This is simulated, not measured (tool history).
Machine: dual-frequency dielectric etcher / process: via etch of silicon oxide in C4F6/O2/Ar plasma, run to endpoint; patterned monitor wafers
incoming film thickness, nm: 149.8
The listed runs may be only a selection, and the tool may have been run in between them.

{"run": 1, "day": 0.0, "bias power (kW)": 0.37, "source power (kW)": 0.44, "Ar flow (sccm)": 326, "endpoint time (s)": 38.192}
{"run": 2, "day": 0.058, "bias power (kW)": 0.4, "source power (kW)": 0.46, "Ar flow (sccm)": 322, "endpoint time (s)": 35.979}
{"run": 3, "day": 0.262, "bias power (kW)": 0.453, "source power (kW)": 0.46, "Ar flow (sccm)": 322, "endpoint time (s)": 33.273}
{"run": 4, "day": 0.433, "bias power (kW)": 0.453, "source power (kW)": 0.46, "Ar flow (sccm)": 348, "endpoint time (s)": 34.066}
{"run": 5, "day": 0.775, "bias power (kW)": 0.398, "source power (kW)": 0.46, "Ar flow (sccm)": 348, "endpoint time (s)": 36.472}
{"run": 6, "day": 1.054, "bias power (kW)": 0.376, "source power (kW)": 0.46, "Ar flow (sccm)": 348, "endpoint time (s)": 37.416}
{"run": 7, "day": 1.321, "bias power (kW)": 0.403, "source power (kW)": 0.47, "Ar flow (sccm)": 347, "endpoint time (s)": 35.428}

Run 8 is up next; what results do you expect?
{"run": 8, "day": 1.617, "bias power (kW)": 0.403, "source power (kW)": 0.47, "Ar flow (sccm)": 347, "endpoint time (s)": "?"}

Run 8 yielded endpoint time (s) 35.626.
